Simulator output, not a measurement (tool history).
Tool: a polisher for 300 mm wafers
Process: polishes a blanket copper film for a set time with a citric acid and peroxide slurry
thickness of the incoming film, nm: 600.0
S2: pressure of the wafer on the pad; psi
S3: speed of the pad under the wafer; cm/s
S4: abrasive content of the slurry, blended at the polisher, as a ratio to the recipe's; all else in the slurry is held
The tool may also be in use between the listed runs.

{"run": 1, "hour": 0.0, "flow of slurry (ml/min)": 275, "S2": 2.1, "S3": 128, "S4": 1, "polishing time (s)": 94, "film removed (Å)": 1583.9}
{"run": 2, "hour": 5.7, "flow of slurry (ml/min)": 270, "S2": 1.8, "S3": 114, "S4": 1, "polishing time (s)": 94, "film removed (Å)": 1243}
{"run": 3, "hour": 8.1, "flow of slurry (ml/min)": 270, "S2": 2, "S3": 114, "S4": 1, "polishing time (s)": 94, "film removed (Å)": 1361.5}
{"run": 4, "hour": 9.3, "flow of slurry (ml/min)": 215, "S2": 2, "S3": 114, "S4": 1, "polishing time (s)": 94, "film removed (Å)": 1335.5}
{"run": 5, "hour": 11.6, "flow of slurry (ml/min)": 215, "S2": 1.7, "S3": 104, "S4": 1, "polishing time (s)": 94, "film removed (Å)": 1055.1}
{"run": 6, "hour": 13.1, "flow of slurry (ml/min)": 165, "S2": 1.7, "S3": 104, "S4": 1, "polishing time (s)": 94, "film removed (Å)": 998.83}

The next listed run, before its measurement:
{"run": 7, "hour": 17.6, "flow of slurry (ml/min)": 165, "S2": 1.5, "S3": 100, "S4": 1, "polishing time (s)": 94, "film removed (Å)": "?"}

{"run 7": {"film removed (Å)": 853.99}}
